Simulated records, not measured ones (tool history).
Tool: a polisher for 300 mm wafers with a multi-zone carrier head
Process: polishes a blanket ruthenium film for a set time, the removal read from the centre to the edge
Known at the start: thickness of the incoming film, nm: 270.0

run  hour  flow of slurry (ml/min)  pressure of the head's centre zone  pressure of the head's middle zone  pressure of the head's edge zone  polishing time (s)  film removed at the wafer's centre (angstrom)  film removed at mid-radius (angstrom)  film removed at the wafer's edge (angstrom)
  1   0.0                      240                                1.00                                1.00                              1.00                  58                                         374.09                                 384.93                                       380.97
  2   3.7                      210                                1.00                                1.00                              1.00                  58                                         356.96                                 373.03                                       381.94
  3   8.6                      210                                1.05                                1.00                              1.00                  58                                         385.04                                 368.70                                       374.46
  4  10.0                      210                                1.05                                1.00                              1.00                  45                                         293.08                                 286.38                                       289.21
  5  17.4                      170                                1.05                                1.00                              1.00                  45                                         293.02                                 278.80                                       284.87
  6  24.2                      190                                1.06                                1.03                              1.02                  46                                         293.32                                 299.42                                       298.55
  7  25.5                      260                                1.16                                1.11                              0.98                  51                                         378.82                                 366.19                                       335.66
  8  29.9                      255                                1.15                                1.11                              0.98                  51                                         386.05                                 371.64                                       335.77
  9  37.1                      250                                1.14                                1.11                              0.98                  51                                         372.20                                 368.59                                       332.22

Run 10 comes next. What will it give?
 10  39.9                      250                                1.13                                1.11                              0.98                  51                                              ?                                      ?                                            ?

Run 10 gave film removed at the wafer's centre (angstrom) 373.90, film removed at mid-radius (angstrom) 374.32, film removed at the wafer's edge (angstrom) 333.08.

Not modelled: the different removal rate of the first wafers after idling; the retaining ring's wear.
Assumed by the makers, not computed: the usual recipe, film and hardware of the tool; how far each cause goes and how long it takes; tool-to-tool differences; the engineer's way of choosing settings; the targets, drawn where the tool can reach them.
